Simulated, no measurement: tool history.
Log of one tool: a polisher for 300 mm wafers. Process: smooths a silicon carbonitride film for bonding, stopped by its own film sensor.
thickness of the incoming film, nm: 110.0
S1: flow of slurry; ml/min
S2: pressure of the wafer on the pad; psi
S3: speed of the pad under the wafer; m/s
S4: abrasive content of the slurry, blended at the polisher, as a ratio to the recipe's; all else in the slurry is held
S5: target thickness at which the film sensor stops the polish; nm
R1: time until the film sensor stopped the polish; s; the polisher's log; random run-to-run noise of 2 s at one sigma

run 1 hour=0 | S1=190 S2=2.8 S3=0.74 S4=1 S5=98 | R1=57.71
run 2 hour=6 | S1=190 S2=2.8 S3=0.74 S4=1 S5=100 | R1=49.243
run 3 hour=8.5 | S1=190 S2=2.8 S3=0.62 S4=1 S5=100 | R1=54.426
run 4 hour=17 | S1=190 S2=3.5 S3=0.62 S4=1 S5=100 | R1=44.252
run 5 hour=24.6 | S1=190 S2=2.8 S3=0.62 S4=1 S5=100 | R1=56.664
run 6 hour=28.2 | S1=190 S2=2.6 S3=0.6 S4=1 S5=100 | R1=61.139
run 7 hour=34.7 | S1=190 S2=2.4 S3=0.58 S4=1 S5=100 | R1=68.567
run 8 hour=39.7 | S1=190 S2=2.2 S3=0.56 S4=1 S5=100 | R1=76.75

Run 9 has not been measured yet. What should we expect?
run 9 hour=43.4 | S1=190 S2=2.1 S3=0.56 S4=1 S5=100 | R1=?

Run 9 gave R1 79.054 s.
